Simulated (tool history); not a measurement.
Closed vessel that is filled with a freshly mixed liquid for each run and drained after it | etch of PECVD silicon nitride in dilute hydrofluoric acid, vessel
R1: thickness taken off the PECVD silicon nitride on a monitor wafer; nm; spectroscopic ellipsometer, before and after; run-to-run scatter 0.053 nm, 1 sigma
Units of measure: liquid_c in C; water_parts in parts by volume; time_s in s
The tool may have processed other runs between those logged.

Run 1, day 0.000: liquid_c 20.0 C, water_parts 160 parts by volume, time_s 3060 s. Result: R1 28.593 nm.
Run 2, day 0.412: liquid_c 20.0 C, water_parts 215 parts by volume, time_s 3060 s. Result: R1 21.499 nm.
Run 3, day 0.642: liquid_c 20.0 C, water_parts 215 parts by volume, time_s 3060 s. Result: R1 21.261 nm.
Run 4, day 0.838: liquid_c 19.5 C, water_parts 225 parts by volume, time_s 3060 s. Result: R1 19.714 nm.
Run 5, day 1.121: liquid_c 21.5 C, water_parts 225 parts by volume, time_s 3060 s. Result: R1 22.470 nm.
Run 6, day 1.362: liquid_c 18.5 C, water_parts 225 parts by volume, time_s 3060 s. Result: R1 18.340 nm.

Expected results for the next run?
Run 7, day 1.642: liquid_c 18.0 C, water_parts 235 parts by volume, time_s 3060 s. Result: R1 ?.

R1: 17.067 nm

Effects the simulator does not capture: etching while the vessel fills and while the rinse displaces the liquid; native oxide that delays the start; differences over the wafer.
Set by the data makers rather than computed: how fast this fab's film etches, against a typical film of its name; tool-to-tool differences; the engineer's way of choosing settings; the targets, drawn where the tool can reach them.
